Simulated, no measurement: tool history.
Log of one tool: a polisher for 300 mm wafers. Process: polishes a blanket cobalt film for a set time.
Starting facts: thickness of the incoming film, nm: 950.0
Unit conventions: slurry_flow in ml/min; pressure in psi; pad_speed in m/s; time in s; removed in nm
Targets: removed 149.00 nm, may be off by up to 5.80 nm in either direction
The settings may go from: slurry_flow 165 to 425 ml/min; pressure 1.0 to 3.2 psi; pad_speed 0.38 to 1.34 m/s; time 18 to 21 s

run 1 hour=0.0 | slurry_flow=275 pressure=2.1 pad_speed=0.86 time=21 | removed=104.44
run 2 hour=8.0 | slurry_flow=275 pressure=2.3 pad_speed=0.86 time=21 | removed=116.95
run 3 hour=11.7 | slurry_flow=335 pressure=2.3 pad_speed=0.86 time=21 | removed=118.59
run 4 hour=15.9 | slurry_flow=335 pressure=2.4 pad_speed=0.86 time=21 | removed=121.32
run 5 hour=17.7 | slurry_flow=335 pressure=2.5 pad_speed=0.86 time=21 | removed=128.06
run 6 hour=24.3 | slurry_flow=335 pressure=2.6 pad_speed=0.86 time=21 | removed=135.76
run 7 hour=29.6 | slurry_flow=335 pressure=2.7 pad_speed=0.86 time=21 | removed=138.70
run 8 hour=34.9 | slurry_flow=335 pressure=2.8 pad_speed=0.86 time=21 | removed=142.26

Consider the 5 candidate settings below. Which is the only one whose results all fall within their allowed miss of target?
run A hour=40.2 | slurry_flow=425 pressure=2.5 pad_speed=0.92 time=20 | removed=?
run B hour=40.2 | slurry_flow=315 pressure=3.1 pad_speed=0.78 time=20 | removed=?
run C hour=40.2 | slurry_flow=360 pressure=2.6 pad_speed=0.84 time=21 | removed=?
run D hour=40.2 | slurry_flow=300 pressure=2.5 pad_speed=0.96 time=20 | removed=?
run E hour=40.2 | slurry_flow=340 pressure=2.7 pad_speed=0.92 time=21 | removed=?

move=A removed=132.71
move=B removed=136.50
move=C removed=131.03
move=D removed=134.75
move=E removed=147.86
A: its largest miss is bigger than the last run's
B: its largest miss is bigger than the last run's
C: its largest miss is bigger than the last run's
D: its largest miss is bigger than the last run's
E: all results in spec
Go with E: it meets all targets.

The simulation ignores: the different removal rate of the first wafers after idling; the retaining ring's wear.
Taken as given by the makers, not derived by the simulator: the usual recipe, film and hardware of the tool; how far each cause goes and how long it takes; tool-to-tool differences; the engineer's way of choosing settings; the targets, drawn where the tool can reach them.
